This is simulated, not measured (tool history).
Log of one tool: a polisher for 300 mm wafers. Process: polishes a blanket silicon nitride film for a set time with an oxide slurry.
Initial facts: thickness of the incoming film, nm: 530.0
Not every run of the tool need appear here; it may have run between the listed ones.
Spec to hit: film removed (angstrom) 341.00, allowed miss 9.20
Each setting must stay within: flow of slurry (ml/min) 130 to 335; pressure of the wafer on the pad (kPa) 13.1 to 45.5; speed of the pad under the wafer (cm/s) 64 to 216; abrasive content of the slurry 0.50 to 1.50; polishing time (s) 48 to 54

run  hour  flow of slurry (ml/min)  pressure of the wafer on the pad (kPa)  speed of the pad under the wafer (cm/s)  abrasive content of the slurry  polishing time (s)  film removed (angstrom)
  1   0.0                      215                                    29.0                                      140                            1.00                  54                   521.68
  2   6.4                      215                                    29.0                                      140                            1.15                  54                   560.32
  3   8.3                      210                                    26.2                                      140                            1.15                  54                   496.48
  4  10.3                      210                                    26.2                                      140                            1.15                  54                   500.96
  5  15.8                      210                                    26.2                                      166                            1.15                  54                   574.15
  6  21.8                      205                                    23.4                                      166                            1.15                  54                   508.09
  7  27.4                      200                                    21.4                                      166                            1.15                  54                   463.94
  8  34.8                      195                                    20.0                                      166                            1.15                  54                   438.11
  9  36.7                      190                                    18.6                                      166                            1.15                  54                   405.88
 10  40.8                      155                                    14.5                                      166                            1.15                  54                   306.42
 11  41.5                      165                                    14.5                                      166                            1.15                  54                   313.01
 12  42.4                      170                                    14.5                                      166                            1.15                  54                   314.14

5 candidate next runs follow, results not yet known. Just one meets every target within its allowed miss. Identify it.
  A  43.3                      195                                    14.5                                      180                            1.35                  50                        ?
  B  43.3                      145                                    13.8                                      198                            1.25                  50                        ?
  C  43.3                      150                                    19.3                                      166                            1.15                  48                        ?
  D  43.3                      135                                    18.6                                      152                            1.25                  54                        ?
  E  43.3                      160                                    13.8                                      162                            1.05                  54                        ?

move  film removed (angstrom)
   A                   338.53
   B                   321.04
   C                   357.51
   D                   367.19
   E                   278.33
A: each result inside its tolerance
B: nearer than the last run, and not there yet
C: carries the result that was furthest off beyond its target, to the other side
D: carries the result that was furthest off beyond its target, to the other side
E: the biggest miss grows against the last run
A is the move that brings every result within its allowed miss.

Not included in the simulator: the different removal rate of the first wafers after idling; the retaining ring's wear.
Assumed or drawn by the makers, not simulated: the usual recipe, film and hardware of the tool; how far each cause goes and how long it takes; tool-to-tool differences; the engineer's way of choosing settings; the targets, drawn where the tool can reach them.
